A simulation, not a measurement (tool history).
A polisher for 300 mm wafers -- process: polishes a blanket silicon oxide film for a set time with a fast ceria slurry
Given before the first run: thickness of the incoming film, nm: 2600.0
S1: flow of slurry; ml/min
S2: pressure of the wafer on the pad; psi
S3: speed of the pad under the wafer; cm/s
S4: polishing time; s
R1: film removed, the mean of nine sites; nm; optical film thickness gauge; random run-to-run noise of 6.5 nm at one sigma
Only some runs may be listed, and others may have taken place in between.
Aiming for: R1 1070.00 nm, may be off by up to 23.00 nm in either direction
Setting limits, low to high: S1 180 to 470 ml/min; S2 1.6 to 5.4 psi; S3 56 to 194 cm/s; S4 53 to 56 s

run 1 hour=0.0 | S1=300 S2=3.5 S3=124 S4=53 | R1=1185.90
run 2 hour=3.2 | S1=300 S2=3.5 S3=124 S4=53 | R1=1186.00
run 3 hour=7.4 | S1=300 S2=3.8 S3=124 S4=53 | R1=1301.70
run 4 hour=12.5 | S1=295 S2=3.6 S3=124 S4=53 | R1=1222.70
run 5 hour=14.0 | S1=290 S2=3.5 S3=124 S4=53 | R1=1195.30
run 6 hour=17.6 | S1=290 S2=3.4 S3=124 S4=53 | R1=1142.30
run 7 hour=19.6 | S1=280 S2=3.4 S3=124 S4=53 | R1=1148.90
run 8 hour=27.0 | S1=280 S2=3.3 S3=124 S4=53 | R1=1119.90

Which single option among these 5 for the next run brings every result within its allowed miss of target? Just one does.
run A hour=34.4 | S1=295 S2=3.2 S3=114 S4=53 | R1=?
run B hour=34.4 | S1=315 S2=3.1 S3=112 S4=55 | R1=?
run C hour=34.4 | S1=300 S2=3.4 S3=120 S4=55 | R1=?
run D hour=34.4 | S1=260 S2=2.6 S3=136 S4=56 | R1=?
run E hour=34.4 | S1=275 S2=3.4 S3=116 S4=53 | R1=?

move=A R1=998.44
move=B R1=993.04
move=C R1=1156.30
move=D R1=1013.60
move=E R1=1070.30
A: carries the result that was furthest off beyond its target, to the other side
B: carries the result that was furthest off beyond its target, to the other side
C: its largest miss is bigger than the last run's
D: carries the result that was furthest off beyond its target, to the other side
E: all results in spec
Correct choice: E, which meets every target

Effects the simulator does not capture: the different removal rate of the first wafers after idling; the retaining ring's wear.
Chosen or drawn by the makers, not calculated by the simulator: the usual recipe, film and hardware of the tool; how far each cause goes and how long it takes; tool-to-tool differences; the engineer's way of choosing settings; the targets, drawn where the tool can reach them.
